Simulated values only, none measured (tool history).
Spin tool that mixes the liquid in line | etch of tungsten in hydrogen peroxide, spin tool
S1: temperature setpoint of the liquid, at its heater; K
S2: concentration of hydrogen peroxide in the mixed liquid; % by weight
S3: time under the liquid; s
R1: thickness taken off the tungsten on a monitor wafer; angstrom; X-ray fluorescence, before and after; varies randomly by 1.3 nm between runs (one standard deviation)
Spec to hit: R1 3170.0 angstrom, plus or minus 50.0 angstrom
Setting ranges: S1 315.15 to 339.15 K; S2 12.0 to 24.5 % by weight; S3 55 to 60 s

| run | hour | S1 | S2 | S3 | R1 |
|---|---|---|---|---|---|
| 1 | 0.0 | 331.15 | 16.5 | 55 | 2349.1 |
| 2 | 0.6 | 324.65 | 16.5 | 55 | 1616.9 |
| 3 | 2.2 | 324.65 | 15.0 | 55 | 1526.6 |
| 4 | 3.9 | 327.65 | 15.0 | 55 | 1831.9 |
| 5 | 7.9 | 330.15 | 15.0 | 55 | 2105.0 |
| 6 | 13.0 | 330.15 | 15.0 | 60 | 2304.7 |
| 7 | 15.2 | 331.65 | 15.0 | 60 | 2519.2 |
| 8 | 19.1 | 332.65 | 15.0 | 60 | 2669.9 |
| 9 | 26.2 | 333.65 | 15.0 | 60 | 2837.6 |
| 10 | 32.5 | 334.15 | 15.0 | 60 | 2910.1 |
| 11 | 35.0 | 336.15 | 15.0 | 60 | 3277.3 |

Which one of the following 5 next-run settings gets every result inside its allowed miss? There is exactly one.
| A | 37.5 | 336.15 | 17.0 | 55 | ? |
| B | 37.5 | 335.65 | 16.0 | 60 | ? |
| C | 37.5 | 336.65 | 17.0 | 55 | ? |
| D | 37.5 | 337.65 | 13.0 | 60 | ? |
| E | 37.5 | 336.65 | 15.5 | 60 | ? |

| move | R1 |
|---|---|
| A | 3202.9 |
| B | 3295.2 |
| C | 3294.5 |
| D | 3324.4 |
| E | 3431.8 |
A: meets every target
B: the biggest miss grows against the last run
C: the biggest miss grows against the last run
D: the biggest miss grows against the last run
E: the biggest miss grows against the last run
The move that meets every target is A.
